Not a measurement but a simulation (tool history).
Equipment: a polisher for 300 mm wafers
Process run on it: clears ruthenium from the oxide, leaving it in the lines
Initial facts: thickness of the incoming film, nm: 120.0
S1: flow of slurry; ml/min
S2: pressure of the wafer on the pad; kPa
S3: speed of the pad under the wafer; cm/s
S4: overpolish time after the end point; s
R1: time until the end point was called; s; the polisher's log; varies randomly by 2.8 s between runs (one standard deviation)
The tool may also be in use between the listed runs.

Run 1, hour 0.0: S1 130 ml/min, S2 18.6 kPa, S3 94 cm/s, S4 32 s. Result: R1 117.670 s.
Run 2, hour 0.7: S1 130 ml/min, S2 21.4 kPa, S3 94 cm/s, S4 32 s. Result: R1 105.360 s.
Run 3, hour 1.8: S1 130 ml/min, S2 21.4 kPa, S3 104 cm/s, S4 32 s. Result: R1 93.415 s.
Run 4, hour 8.7: S1 130 ml/min, S2 20.0 kPa, S3 104 cm/s, S4 32 s. Result: R1 99.506 s.
Run 5, hour 15.5: S1 130 ml/min, S2 20.0 kPa, S3 116 cm/s, S4 32 s. Result: R1 91.184 s.
At hour 23.1: worn pad replaced by a new one.
Run 6, hour 23.1: S1 130 ml/min, S2 22.1 kPa, S3 116 cm/s, S4 32 s. Result: R1 78.145 s.

What does the tool deliver on the next run?
Run 7, hour 26.8: S1 130 ml/min, S2 18.6 kPa, S3 114 cm/s, S4 32 s. Result: R1 ?.

Run 7 gave R1 90.032 s.
